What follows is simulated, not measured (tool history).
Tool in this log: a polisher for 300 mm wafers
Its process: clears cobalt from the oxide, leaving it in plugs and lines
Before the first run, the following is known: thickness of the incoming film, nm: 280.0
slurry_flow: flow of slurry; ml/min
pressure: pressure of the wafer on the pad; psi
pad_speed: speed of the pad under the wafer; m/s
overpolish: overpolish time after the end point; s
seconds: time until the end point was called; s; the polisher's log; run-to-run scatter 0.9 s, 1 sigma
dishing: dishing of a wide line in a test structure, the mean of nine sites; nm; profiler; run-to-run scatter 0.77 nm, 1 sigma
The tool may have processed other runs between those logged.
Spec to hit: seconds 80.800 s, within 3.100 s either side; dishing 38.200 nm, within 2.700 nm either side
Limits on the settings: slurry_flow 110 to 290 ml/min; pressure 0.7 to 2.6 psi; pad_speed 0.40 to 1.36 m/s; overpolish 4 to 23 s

run,day,slurry_flow,pressure,pad_speed,overpolish,seconds,dishing
1,0.000,185,1.6,0.88,12,88.210,26.271
2,0.033,185,1.6,0.88,15,88.668,29.603
3,0.067,185,1.6,0.88,16,86.791,29.977
4,0.142,185,1.2,0.88,16,113.980,25.797
5,0.512,185,1.4,0.88,16,99.802,28.851
6,0.729,185,1.5,0.88,17,93.442,31.867
7,0.992,185,1.6,0.88,17,89.222,31.019
8,1.196,185,1.6,0.88,18,86.871,33.672
9,1.462,190,1.6,0.88,19,88.561,35.283
10,1.742,190,1.6,0.88,19,87.251,34.503

Exercise: of the 5 proposed moves below, exactly one satisfies all targets within the stated allowed misses. Which move is it?
A,2.021,160,1.5,0.94,21,?,?
B,2.021,190,1.7,0.82,19,?,?
C,2.021,210,1.7,0.98,15,?,?
D,2.021,180,1.7,0.90,20,?,?
E,2.021,145,1.7,1.00,16,?,?

move,seconds,dishing
A,89.731,36.521
B,86.326,35.249
C,73.548,33.637
D,80.717,37.665
E,76.955,34.029
A: the biggest miss grows against the last run
B: better than the last run, though not everything is in spec
C: takes the biggest miss from the last run beyond its target
D: hits every target within its allowed miss
E: takes the biggest miss from the last run beyond its target
D is the move that brings every result within its allowed miss.

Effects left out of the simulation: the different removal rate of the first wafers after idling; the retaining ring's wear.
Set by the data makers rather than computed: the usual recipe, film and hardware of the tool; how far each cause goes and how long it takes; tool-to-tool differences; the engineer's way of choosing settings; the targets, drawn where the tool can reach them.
